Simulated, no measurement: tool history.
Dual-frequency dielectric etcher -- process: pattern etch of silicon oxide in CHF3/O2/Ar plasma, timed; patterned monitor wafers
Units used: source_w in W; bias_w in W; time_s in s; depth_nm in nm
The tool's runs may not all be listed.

Run 1, hour 0.0: source_w 820 W, bias_w 235 W, time_s 483.5 s. Result: depth_nm 1171.1 nm.
Run 2, hour 2.2: source_w 820 W, bias_w 213 W, time_s 483.5 s. Result: depth_nm 1109.6 nm.
Run 3, hour 6.5: source_w 720 W, bias_w 213 W, time_s 483.5 s. Result: depth_nm 1027.1 nm.
Run 4, hour 12.8: source_w 850 W, bias_w 220 W, time_s 484.0 s. Result: depth_nm 1154.2 nm.
Run 5, hour 14.6: source_w 850 W, bias_w 182 W, time_s 484.0 s. Result: depth_nm 1028.9 nm.
Run 6, hour 22.0: source_w 940 W, bias_w 202 W, time_s 484.5 s. Result: depth_nm 1153.5 nm.
Run 7, hour 23.1: source_w 940 W, bias_w 202 W, time_s 484.5 s. Result: depth_nm 1152.0 nm.
Run 8, hour 26.5: source_w 1000 W, bias_w 217 W, time_s 485.0 s. Result: depth_nm 1253.7 nm.

Forecast run 9:
Run 9, hour 32.7: source_w 1040 W, bias_w 226 W, time_s 485.5 s. Result: depth_nm ?.

{"run 9": {"depth_nm": 1304.7}}
